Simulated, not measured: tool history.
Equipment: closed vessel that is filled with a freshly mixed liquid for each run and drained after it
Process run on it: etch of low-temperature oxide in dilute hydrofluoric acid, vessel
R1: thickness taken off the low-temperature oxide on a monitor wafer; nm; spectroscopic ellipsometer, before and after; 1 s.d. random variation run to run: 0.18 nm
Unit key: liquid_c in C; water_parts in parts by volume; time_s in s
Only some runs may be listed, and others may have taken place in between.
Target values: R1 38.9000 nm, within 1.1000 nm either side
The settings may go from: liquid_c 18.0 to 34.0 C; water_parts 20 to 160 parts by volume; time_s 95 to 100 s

{"run": 1, "hour": 0.0, "liquid_c": 26.0, "water_parts": 90, "time_s": 95, "R1": 12.902}
{"run": 2, "hour": 5.7, "liquid_c": 26.0, "water_parts": 110, "time_s": 95, "R1": 10.37}
{"run": 3, "hour": 13.9, "liquid_c": 26.0, "water_parts": 140, "time_s": 95, "R1": 7.8079}
{"run": 4, "hour": 16.1, "liquid_c": 26.0, "water_parts": 140, "time_s": 100, "R1": 8.2598}
{"run": 5, "hour": 24.4, "liquid_c": 26.0, "water_parts": 140, "time_s": 95, "R1": 7.8924}
{"run": 6, "hour": 28.1, "liquid_c": 26.0, "water_parts": 125, "time_s": 95, "R1": 8.9204}
{"run": 7, "hour": 30.3, "liquid_c": 28.0, "water_parts": 100, "time_s": 95, "R1": 12.509}
{"run": 8, "hour": 34.5, "liquid_c": 29.5, "water_parts": 80, "time_s": 95, "R1": 16.802}
{"run": 9, "hour": 39.2, "liquid_c": 30.5, "water_parts": 65, "time_s": 95, "R1": 22.092}
{"run": 10, "hour": 41.8, "liquid_c": 31.5, "water_parts": 55, "time_s": 95, "R1": 27.778}
{"run": 11, "hour": 45.7, "liquid_c": 32.0, "water_parts": 50, "time_s": 95, "R1": 31.189}
{"run": 12, "hour": 51.3, "liquid_c": 32.5, "water_parts": 50, "time_s": 95, "R1": 31.993}
{"run": 13, "hour": 57.5, "liquid_c": 33.0, "water_parts": 50, "time_s": 95, "R1": 32.594}
{"run": 14, "hour": 60.5, "liquid_c": 33.5, "water_parts": 45, "time_s": 95, "R1": 37.257}

4 next moves are on the table. One of them brings every result within its allowed miss. Which?
{"run": "A", "hour": 63.5, "liquid_c": 34.0, "water_parts": 50, "time_s": 100, "R1": "?"}
{"run": "B", "hour": 63.5, "liquid_c": 33.5, "water_parts": 45, "time_s": 100, "R1": "?"}
{"run": "C", "hour": 63.5, "liquid_c": 33.0, "water_parts": 45, "time_s": 95, "R1": "?"}
{"run": "D", "hour": 63.5, "liquid_c": 29.5, "water_parts": 45, "time_s": 100, "R1": "?"}

move=A R1=35.5850
move=B R1=39.1210
move=C R1=36.4580
move=D R1=33.4750
A: lands further from the targets than the last run did
B: all results land within tolerance of their targets
C: lands further from the targets than the last run did
D: lands further from the targets than the last run did
Answer: B
